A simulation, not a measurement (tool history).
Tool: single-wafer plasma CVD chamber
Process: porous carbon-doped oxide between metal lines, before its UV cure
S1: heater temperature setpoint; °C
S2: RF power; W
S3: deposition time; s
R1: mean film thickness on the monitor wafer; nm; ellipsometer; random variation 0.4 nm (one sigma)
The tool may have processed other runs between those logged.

run  hour   S1   S2    S3      R1
  1     0  290  495  17.7  103.32
  2   4.2  290  545  17.7  110.47
  3   7.1  290  500  17.7  103.57
  4    10  290  525  17.7  107.37
  5  12.6  290  455  17.7  98.382
  6  18.9  290  500  17.7  103.18
  7  20.9  295  490  17.7  98.633
  8  27.9  298  485  17.7  97.019
  9  34.4  301  480  17.7  94.375

Run 10 is up next; what results do you expect?
 10    40  301  480  17.7   ?

R1: 94.354 nm

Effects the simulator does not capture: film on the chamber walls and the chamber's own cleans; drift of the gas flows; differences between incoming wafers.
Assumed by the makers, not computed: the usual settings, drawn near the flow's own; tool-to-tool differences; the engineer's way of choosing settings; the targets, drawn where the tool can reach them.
